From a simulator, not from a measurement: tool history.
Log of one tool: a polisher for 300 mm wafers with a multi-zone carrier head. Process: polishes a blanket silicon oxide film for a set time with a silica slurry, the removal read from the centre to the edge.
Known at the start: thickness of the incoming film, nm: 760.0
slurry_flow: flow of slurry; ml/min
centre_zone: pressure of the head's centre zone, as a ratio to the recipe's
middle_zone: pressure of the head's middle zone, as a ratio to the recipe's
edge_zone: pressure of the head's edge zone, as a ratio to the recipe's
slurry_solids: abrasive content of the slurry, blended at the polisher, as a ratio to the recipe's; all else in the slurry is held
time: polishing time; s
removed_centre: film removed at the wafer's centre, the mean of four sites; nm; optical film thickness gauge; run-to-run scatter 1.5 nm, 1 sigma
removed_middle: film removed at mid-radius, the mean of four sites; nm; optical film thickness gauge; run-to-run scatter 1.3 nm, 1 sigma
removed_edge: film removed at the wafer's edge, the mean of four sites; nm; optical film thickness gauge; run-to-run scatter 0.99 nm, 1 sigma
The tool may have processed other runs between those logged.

| run | hour | slurry_flow | centre_zone | middle_zone | edge_zone | slurry_solids | time | removed_centre | removed_middle | removed_edge |
|---|---|---|---|---|---|---|---|---|---|---|
| 1 | 0.0 | 220 | 1.00 | 1.00 | 1.00 | 1.00 | 81 | 154.00 | 152.31 | 155.25 |
| 2 | 7.7 | 240 | 1.00 | 1.00 | 1.00 | 1.00 | 81 | 157.74 | 158.88 | 155.70 |
| 3 | 11.2 | 240 | 1.00 | 0.92 | 1.00 | 1.00 | 81 | 158.54 | 145.95 | 157.07 |
| 4 | 12.9 | 240 | 1.00 | 0.92 | 1.03 | 1.00 | 81 | 160.87 | 143.81 | 159.61 |
| 5 | 16.0 | 240 | 1.00 | 0.92 | 1.03 | 1.00 | 89 | 167.45 | 162.69 | 174.58 |
| 6 | 22.8 | 240 | 0.96 | 0.94 | 0.99 | 0.85 | 86 | 150.94 | 150.56 | 158.72 |

For run 7, what comes out?
| 7 | 25.6 | 215 | 0.86 | 1.04 | 0.89 | 0.60 | 71 | ? | ? | ? |

Run 7 came out at removed_centre 100.26 nm, removed_middle 120.58 nm, removed_edge 112.11 nm.
